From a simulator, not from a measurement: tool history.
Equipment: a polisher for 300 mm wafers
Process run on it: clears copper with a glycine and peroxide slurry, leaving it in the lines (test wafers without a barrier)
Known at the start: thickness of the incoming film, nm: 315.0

run,hour,flow of slurry (ml/min),pressure of the wafer on the pad (kPa),speed of the pad under the wafer (cm/s),overpolish time after the end point (s),time until the end point was called (s),dishing of a wide line in a test structure (Å)
1,0.0,310,13.8,80,20,95.359,394.01
2,0.8,385,13.8,80,20,94.146,394.14
3,5.7,385,12.4,78,23,103.930,410.18
4,7.9,385,13.8,78,23,95.035,434.90
5,16.4,385,12.4,78,25,102.770,458.74
6,17.8,385,12.4,78,21,104.720,376.84

What will run 7 give?
7,25.2,385,11.0,78,23,?,?

Run 7 gave time until the end point was called (s) 112.440, dishing of a wide line in a test structure (Å) 391.83.
